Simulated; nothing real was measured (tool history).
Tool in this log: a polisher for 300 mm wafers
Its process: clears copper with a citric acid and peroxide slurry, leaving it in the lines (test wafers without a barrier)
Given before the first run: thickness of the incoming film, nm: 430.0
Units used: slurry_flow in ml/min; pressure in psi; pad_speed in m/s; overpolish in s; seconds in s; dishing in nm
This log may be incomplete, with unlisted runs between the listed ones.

{"run": 1, "hour": 0.0, "slurry_flow": 235, "pressure": 2.9, "pad_speed": 1.3, "slurry_solids": 1.0, "overpolish": 12, "seconds": 189.79, "dishing": 14.088}
{"run": 2, "hour": 3.8, "slurry_flow": 230, "pressure": 2.7, "pad_speed": 1.3, "slurry_solids": 1.0, "overpolish": 13, "seconds": 200.01, "dishing": 14.036}
{"run": 3, "hour": 7.0, "slurry_flow": 230, "pressure": 2.6, "pad_speed": 1.3, "slurry_solids": 1.0, "overpolish": 14, "seconds": 207.37, "dishing": 13.892}
{"run": 4, "hour": 14.5, "slurry_flow": 230, "pressure": 2.6, "pad_speed": 1.3, "slurry_solids": 1.15, "overpolish": 14, "seconds": 200.28, "dishing": 14.18}
{"run": 5, "hour": 23.0, "slurry_flow": 250, "pressure": 2.6, "pad_speed": 1.3, "slurry_solids": 1.15, "overpolish": 14, "seconds": 198.51, "dishing": 14.67}
{"run": 6, "hour": 28.2, "slurry_flow": 250, "pressure": 2.6, "pad_speed": 1.3, "slurry_solids": 1.15, "overpolish": 18, "seconds": 197.32, "dishing": 16.641}
{"run": 7, "hour": 33.1, "slurry_flow": 245, "pressure": 2.5, "pad_speed": 1.3, "slurry_solids": 1.15, "overpolish": 18, "seconds": 205.37, "dishing": 16.447}
{"run": 8, "hour": 39.1, "slurry_flow": 240, "pressure": 2.4, "pad_speed": 1.3, "slurry_solids": 1.15, "overpolish": 17, "seconds": 214.09, "dishing": 15.677}
{"run": 9, "hour": 45.2, "slurry_flow": 235, "pressure": 2.3, "pad_speed": 1.3, "slurry_solids": 1.15, "overpolish": 16, "seconds": 218.87, "dishing": 14.876}
{"run": 10, "hour": 53.6, "slurry_flow": 235, "pressure": 2.3, "pad_speed": 1.3, "slurry_solids": 1.15, "overpolish": 16, "seconds": 219.25, "dishing": 15.184}
{"run": 11, "hour": 56.8, "slurry_flow": 235, "pressure": 2.3, "pad_speed": 1.3, "slurry_solids": 1.15, "overpolish": 15, "seconds": 215.37, "dishing": 14.153}

Run 12 is up next; what results do you expect?
{"run": 12, "hour": 61.8, "slurry_flow": 235, "pressure": 2.2, "pad_speed": 1.3, "slurry_solids": 1.15, "overpolish": 15, "seconds": "?", "dishing": "?"}

{"run 12": {"seconds": 224.73, "dishing": 14.447}}

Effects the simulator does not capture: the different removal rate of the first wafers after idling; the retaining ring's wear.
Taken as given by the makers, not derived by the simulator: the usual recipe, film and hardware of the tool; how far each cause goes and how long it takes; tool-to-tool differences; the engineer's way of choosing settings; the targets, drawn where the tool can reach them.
